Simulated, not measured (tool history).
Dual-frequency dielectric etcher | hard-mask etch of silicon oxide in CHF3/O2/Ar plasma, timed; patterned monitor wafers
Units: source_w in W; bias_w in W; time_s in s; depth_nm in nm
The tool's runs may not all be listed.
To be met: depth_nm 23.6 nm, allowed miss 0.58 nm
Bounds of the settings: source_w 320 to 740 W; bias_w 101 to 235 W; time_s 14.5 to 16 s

| run | hour | source_w | bias_w | time_s | depth_nm |
|---|---|---|---|---|---|
| 1 | 0 | 530 | 168 | 16 | 28.555 |
| 2 | 6.9 | 490 | 160 | 16 | 27.731 |
| 3 | 13.7 | 450 | 160 | 16 | 27.071 |
| 4 | 16.8 | 450 | 185 | 16 | 28.303 |
| 5 | 17.9 | 450 | 185 | 16 | 27.87 |
| 6 | 23.7 | 430 | 174 | 15.5 | 26.259 |
| 7 | 27.2 | 410 | 170 | 15.5 | 25.625 |
| 8 | 35.1 | 390 | 168 | 15.5 | 24.766 |
| 9 | 39.7 | 380 | 167 | 15.5 | 24.713 |
| 10 | 47.2 | 370 | 166 | 15.5 | 24.692 |

Which of these 4 next moves meets every target?
| A | 54.7 | 410 | 164 | 16 | ? |
| B | 54.7 | 510 | 157 | 15 | ? |
| C | 54.7 | 390 | 166 | 16 | ? |
| D | 54.7 | 420 | 160 | 14.5 | ? |

| move | depth_nm |
|---|---|
| A | 25.771 |
| B | 25.732 |
| C | 25.429 |
| D | 23.341 |
A: further off than the last run
B: further off than the last run
C: further off than the last run
D: meets every target
The right move is D.
